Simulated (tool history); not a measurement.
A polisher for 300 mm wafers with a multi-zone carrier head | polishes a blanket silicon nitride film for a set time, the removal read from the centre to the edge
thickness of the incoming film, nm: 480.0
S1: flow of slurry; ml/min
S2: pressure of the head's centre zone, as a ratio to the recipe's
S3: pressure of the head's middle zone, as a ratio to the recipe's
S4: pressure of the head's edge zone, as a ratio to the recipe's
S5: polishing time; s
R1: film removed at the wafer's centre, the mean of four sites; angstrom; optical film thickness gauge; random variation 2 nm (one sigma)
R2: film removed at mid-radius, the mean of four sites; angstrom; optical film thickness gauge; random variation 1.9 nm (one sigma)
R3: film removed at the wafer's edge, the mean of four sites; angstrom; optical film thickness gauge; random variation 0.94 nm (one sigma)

run  hour   S1    S2    S3    S4  S5      R1      R2      R3
  1   0.0  250  1.00  1.00  1.00  74  1969.9  2028.5  1922.7
  2   7.4  250  1.00  1.00  1.04  74  1975.3  1974.8  1995.4
  3  15.7  250  1.00  0.95  1.04  74  1978.1  1934.0  1990.1
  4  23.4  240  1.00  0.92  1.04  70  1833.0  1793.3  1862.3
     28.7  -- edge zone pressure recalibrated
  5  28.7  240  0.93  0.92  1.04  70  1749.1  1793.6  1934.1
  6  35.9  235  0.95  0.90  1.04  67  1621.1  1687.0  1843.9
  7  42.9  235  0.95  0.90  1.04  67  1695.8  1655.5  1826.3
  8  47.0  225  0.95  0.88  1.02  65  1589.8  1545.7  1775.2

Forecast run 9:
  9  47.5  220  0.96  0.89  0.99  64   ?   ?   ?

{"run 9": {"R1": 1577.0, "R2": 1539.2, "R3": 1678.5}}

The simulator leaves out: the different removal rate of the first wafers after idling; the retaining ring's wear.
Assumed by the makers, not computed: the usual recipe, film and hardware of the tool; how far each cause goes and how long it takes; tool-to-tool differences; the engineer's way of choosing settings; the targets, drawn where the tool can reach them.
